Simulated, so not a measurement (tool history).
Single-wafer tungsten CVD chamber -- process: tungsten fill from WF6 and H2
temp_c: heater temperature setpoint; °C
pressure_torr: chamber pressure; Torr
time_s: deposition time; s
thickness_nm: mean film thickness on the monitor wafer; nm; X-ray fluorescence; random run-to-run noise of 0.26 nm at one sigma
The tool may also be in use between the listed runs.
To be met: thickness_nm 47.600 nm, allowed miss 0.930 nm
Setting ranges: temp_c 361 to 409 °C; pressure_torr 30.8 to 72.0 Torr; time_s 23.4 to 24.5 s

Run 1, day 0.000: temp_c 385 °C, pressure_torr 51.4 Torr, time_s 24.5 s. Result: thickness_nm 67.012 nm.
Run 2, day 0.058: temp_c 385 °C, pressure_torr 51.4 Torr, time_s 23.4 s. Result: thickness_nm 64.275 nm.
Run 3, day 0.292: temp_c 385 °C, pressure_torr 57.9 Torr, time_s 23.4 s. Result: thickness_nm 69.124 nm.
Run 4, day 0.567: temp_c 382 °C, pressure_torr 57.8 Torr, time_s 23.4 s. Result: thickness_nm 65.404 nm.
Run 5, day 0.796: temp_c 379 °C, pressure_torr 57.7 Torr, time_s 23.4 s. Result: thickness_nm 61.401 nm.
Run 6, day 0.896: temp_c 379 °C, pressure_torr 57.7 Torr, time_s 23.4 s. Result: thickness_nm 62.030 nm.
Run 7, day 1.179: temp_c 376 °C, pressure_torr 57.6 Torr, time_s 23.4 s. Result: thickness_nm 58.564 nm.
Run 8, day 1.521: temp_c 374 °C, pressure_torr 57.5 Torr, time_s 23.4 s. Result: thickness_nm 56.511 nm.
Run 9, day 1.846: temp_c 372 °C, pressure_torr 57.4 Torr, time_s 23.4 s. Result: thickness_nm 54.500 nm.

Which single option among these 4 for the next run brings every result within its allowed miss of target? Just one does.
Run A, day 2.171: temp_c 363 °C, pressure_torr 56.4 Torr, time_s 23.4 s. Result: thickness_nm ?.
Run B, day 2.171: temp_c 368 °C, pressure_torr 47.2 Torr, time_s 23.4 s. Result: thickness_nm ?.
Run C, day 2.171: temp_c 367 °C, pressure_torr 53.7 Torr, time_s 23.4 s. Result: thickness_nm ?.
Run D, day 2.171: temp_c 364 °C, pressure_torr 54.3 Torr, time_s 23.4 s. Result: thickness_nm ?.

move  thickness_nm
   A        44.911
   B        44.849
   C        47.210
   D        44.871
A: the result that was furthest off in the last run now lies on the other side of its target
B: the result that was furthest off in the last run now lies on the other side of its target
C: every result lands within tolerance
D: the result that was furthest off in the last run now lies on the other side of its target
Go with C: it meets all targets.
